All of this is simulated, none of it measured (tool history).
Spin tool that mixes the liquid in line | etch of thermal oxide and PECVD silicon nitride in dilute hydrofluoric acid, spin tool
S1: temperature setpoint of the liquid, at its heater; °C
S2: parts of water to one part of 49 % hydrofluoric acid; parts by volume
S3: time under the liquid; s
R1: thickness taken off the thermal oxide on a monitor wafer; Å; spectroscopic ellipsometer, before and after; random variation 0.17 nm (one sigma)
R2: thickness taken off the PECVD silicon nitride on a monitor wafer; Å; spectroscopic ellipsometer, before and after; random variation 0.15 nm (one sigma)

run  hour    S1   S2   S3      R1      R2
  1     0    20  275  180  23.387  28.184
  2   5.5    17  275  180  21.413  23.276
  3   8.8    17  275  180  21.803   23.19
  4  12.3  19.5  210  190  35.166  36.854
  5  16.3    22  180  195  44.706  52.573
  6  19.4  24.5  180  195  51.742  61.083
  7  24.5  25.5  155  195  62.484  76.996
  8  30.3    26  130  195  78.125  91.596

Forecast run 9:
  9  38.3  26.5  125  195   ?   ?

Run 9 gave R1 86.05 Å, R2 100.05 Å.
